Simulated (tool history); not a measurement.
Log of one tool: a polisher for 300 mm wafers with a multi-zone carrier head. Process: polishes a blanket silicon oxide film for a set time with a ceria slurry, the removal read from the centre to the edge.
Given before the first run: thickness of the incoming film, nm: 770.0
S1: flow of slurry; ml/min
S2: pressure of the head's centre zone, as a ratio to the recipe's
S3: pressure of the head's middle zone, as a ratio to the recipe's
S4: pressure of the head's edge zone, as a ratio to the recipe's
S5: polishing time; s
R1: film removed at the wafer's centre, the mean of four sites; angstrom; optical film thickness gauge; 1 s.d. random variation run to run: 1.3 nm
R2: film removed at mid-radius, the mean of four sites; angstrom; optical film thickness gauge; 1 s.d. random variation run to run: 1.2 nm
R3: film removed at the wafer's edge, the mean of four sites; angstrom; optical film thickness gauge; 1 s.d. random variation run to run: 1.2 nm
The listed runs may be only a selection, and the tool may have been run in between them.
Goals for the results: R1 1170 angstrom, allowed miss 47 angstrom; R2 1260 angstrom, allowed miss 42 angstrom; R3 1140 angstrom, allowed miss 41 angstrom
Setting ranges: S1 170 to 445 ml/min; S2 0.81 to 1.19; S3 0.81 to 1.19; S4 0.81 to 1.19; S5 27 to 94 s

run 1 hour=0 | S1=285 S2=1 S3=1 S4=1 S5=60 | R1=1821.3 R2=1764.4 R3=1761.2
run 2 hour=2 | S1=285 S2=1 S3=0.93 S4=1 S5=60 | R1=1797.7 R2=1673.9 R3=1771
run 3 hour=3.4 | S1=285 S2=1 S3=0.85 S4=1 S5=60 | R1=1792.1 R2=1573.9 R3=1783.3
run 4 hour=6.6 | S1=285 S2=1 S3=0.81 S4=1 S5=60 | R1=1813.3 R2=1495.1 R3=1775.9
run 5 hour=9.5 | S1=350 S2=1 S3=0.81 S4=1 S5=60 | R1=1835.8 R2=1543.7 R3=1827.3
run 6 hour=16.5 | S1=330 S2=0.97 S3=0.87 S4=0.93 S5=53 | R1=1569.9 R2=1406.7 R3=1527.1
run 7 hour=24.6 | S1=320 S2=0.94 S3=0.92 S4=0.89 S5=49 | R1=1419.7 R2=1372.1 R3=1388.9
run 8 hour=32.5 | S1=315 S2=0.92 S3=0.95 S4=0.86 S5=46 | R1=1310.6 R2=1310.8 R3=1296.7

Next run, 4 choices. One meets every target within its allowed miss, the rest don't. Which?
run A hour=40.4 | S1=235 S2=1.01 S3=0.86 S4=0.81 S5=52 | R1=? R2=? R3=?
run B hour=40.4 | S1=295 S2=0.97 S3=0.84 S4=0.94 S5=51 | R1=? R2=? R3=?
run C hour=40.4 | S1=240 S2=0.92 S3=1 S4=0.82 S5=43 | R1=? R2=? R3=?
run D hour=40.4 | S1=345 S2=0.88 S3=1.13 S4=0.81 S5=39 | R1=? R2=? R3=?

move=A R1=1510.8 R2=1348.3 R3=1359.1
move=B R1=1474.3 R2=1334.1 R3=1456.8
move=C R1=1154.4 R2=1268.6 R3=1130.3
move=D R1=1054 R2=1330.1 R3=1049.9
A: moves away from the targets compared with the last run
B: moves away from the targets compared with the last run
C: every result lands within tolerance
D: pushes the last run's worst result past its target
C is the move that brings every result within its allowed miss.

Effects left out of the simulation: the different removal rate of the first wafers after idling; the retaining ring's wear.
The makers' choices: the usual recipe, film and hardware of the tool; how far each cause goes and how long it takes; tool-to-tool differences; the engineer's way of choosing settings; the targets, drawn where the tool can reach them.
